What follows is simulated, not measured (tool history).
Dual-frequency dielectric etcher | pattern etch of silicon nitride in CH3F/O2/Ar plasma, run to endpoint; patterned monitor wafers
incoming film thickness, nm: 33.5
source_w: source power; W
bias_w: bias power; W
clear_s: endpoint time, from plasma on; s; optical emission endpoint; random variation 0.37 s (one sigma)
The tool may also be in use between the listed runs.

| run | day | source_w | bias_w | clear_s |
|---|---|---|---|---|
| 1 | 0 | 310 | 79 | 49.429 |
| 2 | 0.354 | 310 | 67 | 52.034 |
| 3 | 0.533 | 310 | 80 | 49.279 |
| 4 | 0.8 | 310 | 68 | 52.104 |
| 5 | 1.038 | 290 | 66 | 54.746 |
| 6 | 1.25 | 280 | 66 | 55.343 |
| 7 | 1.404 | 270 | 66 | 56.107 |
| 8 | 1.525 | 260 | 66 | 58.101 |
| 9 | 1.788 | 250 | 66 | 57.834 |
| 10 | 2.075 | 190 | 55 | 72.748 |

The next listed run, before its measurement:
| 11 | 2.446 | 200 | 55 | ? |

{"run 11": {"clear_s": 70.673}}
